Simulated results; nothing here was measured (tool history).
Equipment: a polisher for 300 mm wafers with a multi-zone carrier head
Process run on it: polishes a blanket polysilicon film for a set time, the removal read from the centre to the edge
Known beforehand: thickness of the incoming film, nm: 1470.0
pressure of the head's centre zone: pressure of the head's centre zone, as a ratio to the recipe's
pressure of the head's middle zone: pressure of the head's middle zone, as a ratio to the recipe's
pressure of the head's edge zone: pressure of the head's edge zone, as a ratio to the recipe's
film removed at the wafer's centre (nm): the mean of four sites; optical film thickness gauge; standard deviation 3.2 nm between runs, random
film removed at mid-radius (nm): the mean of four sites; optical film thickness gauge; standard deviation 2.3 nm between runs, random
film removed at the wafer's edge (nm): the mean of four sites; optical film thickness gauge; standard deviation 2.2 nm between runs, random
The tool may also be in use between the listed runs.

run,hour,flow of slurry (ml/min),pressure of the head's centre zone,pressure of the head's middle zone,pressure of the head's edge zone,polishing time (s),film removed at the wafer's centre (nm),film removed at mid-radius (nm),film removed at the wafer's edge (nm)
1,0,285,1,1,1,67,538.98,550.41,541.34
2,5.9,285,0.92,1,1,67,500.55,547.13,532.31
3,8,285,0.92,1,1,75,559.37,610.79,600.52
4,8.7,235,0.92,1,1,75,542.57,592.99,587.28
5,13.9,190,0.92,1,1,75,531.82,574.38,580.14
6,17.3,200,0.93,1,0.98,71,504.36,554.43,548.12
7,19,200,0.93,1,0.98,71,509.76,551.96,548.3
8,23.4,215,0.94,1,0.97,67,491.01,530.98,513.88
9,24.2,220,0.94,0.99,0.96,64,472.73,495.84,491.74
10,27.6,230,0.94,0.99,0.95,61,449.68,483.57,468.13
11,30.4,240,0.95,0.99,0.94,59,443.1,461.9,456.81

Run 12 comes next. What will it give?
# hour 37.3: worn pad replaced by a new one
12,37.3,250,0.96,1,0.93,57,?,?,?

film removed at the wafer's centre (nm): 460.88
film removed at mid-radius (nm): 484.83
film removed at the wafer's edge (nm): 467.92
